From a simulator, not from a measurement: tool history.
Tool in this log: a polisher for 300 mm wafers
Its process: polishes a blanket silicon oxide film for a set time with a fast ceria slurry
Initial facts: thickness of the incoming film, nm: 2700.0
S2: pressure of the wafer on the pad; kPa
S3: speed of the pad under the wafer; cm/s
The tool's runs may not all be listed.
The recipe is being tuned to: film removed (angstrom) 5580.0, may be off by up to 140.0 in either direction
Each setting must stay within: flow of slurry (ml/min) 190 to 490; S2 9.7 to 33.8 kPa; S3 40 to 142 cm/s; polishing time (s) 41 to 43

run 1 hour=0.0 | flow_of_slurry_(ml/min)=315 S2=21.4 S3=90 polishing_time_(s)=41 | film_removed_(angstrom)=7616.5
run 2 hour=4.9 | flow_of_slurry_(ml/min)=315 S2=20.0 S3=90 polishing_time_(s)=41 | film_removed_(angstrom)=7200.5
run 3 hour=6.1 | flow_of_slurry_(ml/min)=315 S2=20.0 S3=90 polishing_time_(s)=43 | film_removed_(angstrom)=7522.3
run 4 hour=8.9 | flow_of_slurry_(ml/min)=315 S2=18.6 S3=90 polishing_time_(s)=43 | film_removed_(angstrom)=7124.2
run 5 hour=12.1 | flow_of_slurry_(ml/min)=360 S2=18.6 S3=90 polishing_time_(s)=43 | film_removed_(angstrom)=7307.3
run 6 hour=19.8 | flow_of_slurry_(ml/min)=360 S2=18.6 S3=82 polishing_time_(s)=43 | film_removed_(angstrom)=6564.4
run 7 hour=25.7 | flow_of_slurry_(ml/min)=350 S2=17.9 S3=82 polishing_time_(s)=43 | film_removed_(angstrom)=6496.0
run 8 hour=31.2 | flow_of_slurry_(ml/min)=345 S2=17.2 S3=82 polishing_time_(s)=43 | film_removed_(angstrom)=6262.1
run 9 hour=39.7 | flow_of_slurry_(ml/min)=340 S2=16.5 S3=82 polishing_time_(s)=43 | film_removed_(angstrom)=6009.4

Exactly one of the 5 candidate moves below puts every result within its allowed miss. Which one?
run A hour=48.2 | flow_of_slurry_(ml/min)=325 S2=13.1 S3=86 polishing_time_(s)=42 | film_removed_(angstrom)=?
run B hour=48.2 | flow_of_slurry_(ml/min)=380 S2=14.5 S3=84 polishing_time_(s)=42 | film_removed_(angstrom)=?
run C hour=48.2 | flow_of_slurry_(ml/min)=365 S2=17.9 S3=82 polishing_time_(s)=42 | film_removed_(angstrom)=?
run D hour=48.2 | flow_of_slurry_(ml/min)=330 S2=21.4 S3=72 polishing_time_(s)=42 | film_removed_(angstrom)=?
run E hour=48.2 | flow_of_slurry_(ml/min)=315 S2=17.9 S3=70 polishing_time_(s)=41 | film_removed_(angstrom)=?

move=A film_removed_(angstrom)=5220.4
move=B film_removed_(angstrom)=5543.0
move=C film_removed_(angstrom)=6310.7
move=D film_removed_(angstrom)=6317.9
move=E film_removed_(angstrom)=5222.7
A: the result that was furthest off in the last run now lies on the other side of its target
B: every result within its allowed miss
C: lands further from the targets than the last run did
D: lands further from the targets than the last run did
E: the result that was furthest off in the last run now lies on the other side of its target
So the answer is move B, the one that meets all the targets.
